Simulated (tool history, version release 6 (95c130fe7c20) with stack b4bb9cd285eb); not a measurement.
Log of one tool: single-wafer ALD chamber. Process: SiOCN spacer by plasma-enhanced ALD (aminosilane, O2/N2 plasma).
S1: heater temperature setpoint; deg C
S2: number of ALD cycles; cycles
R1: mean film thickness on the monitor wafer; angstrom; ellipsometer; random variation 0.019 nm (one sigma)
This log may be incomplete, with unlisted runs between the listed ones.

run 1 hour=0 | S1=425 S2=54 | R1=27.836
run 2 hour=7.2 | S1=425 S2=59 | R1=30.34
run 3 hour=10.3 | S1=425 S2=54 | R1=27.774
run 4 hour=17.8 | S1=425 S2=60 | R1=31.159
run 5 hour=25.3 | S1=425 S2=55 | R1=28.289
run 6 hour=30.8 | S1=423 S2=56 | R1=29.214
run 7 hour=35.1 | S1=420 S2=56 | R1=29.315
run 8 hour=40.6 | S1=413 S2=64 | R1=34.478

Forecast run 9:
run 9 hour=46.8 | S1=414 S2=64 | R1=?

R1: 34.377 angstrom

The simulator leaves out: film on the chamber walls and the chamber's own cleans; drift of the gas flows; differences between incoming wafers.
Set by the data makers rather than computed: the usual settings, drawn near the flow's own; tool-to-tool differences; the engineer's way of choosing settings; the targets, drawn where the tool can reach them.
